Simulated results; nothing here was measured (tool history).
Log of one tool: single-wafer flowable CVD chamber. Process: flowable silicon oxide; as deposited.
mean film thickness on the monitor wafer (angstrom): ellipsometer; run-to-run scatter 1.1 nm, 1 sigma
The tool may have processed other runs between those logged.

run,hour,heater temperature setpoint (deg C),chamber pressure (Torr),RF power (kW),deposition time (s),mean film thickness on the monitor wafer (angstrom)
1,0.0,100,0.574,2.315,1162,4369.5
2,1.5,95,0.574,2.315,1162,5003.7
3,9.1,105,0.561,2.310,1162,3678.8
4,14.2,111,0.548,2.305,1162,3000.4
5,19.1,111,0.548,2.560,1162,3059.9
6,25.9,115,0.538,2.560,1162,2707.6
7,28.3,118,0.528,2.560,1162,2436.1
8,36.1,120,0.521,2.560,1162,2282.4
9,43.7,121,0.515,2.560,1162,2211.1

The next listed run, before its measurement:
10,45.5,122,0.509,2.560,1162,?

For run 10 the tool returned mean film thickness on the monitor wafer (angstrom) 2161.0.
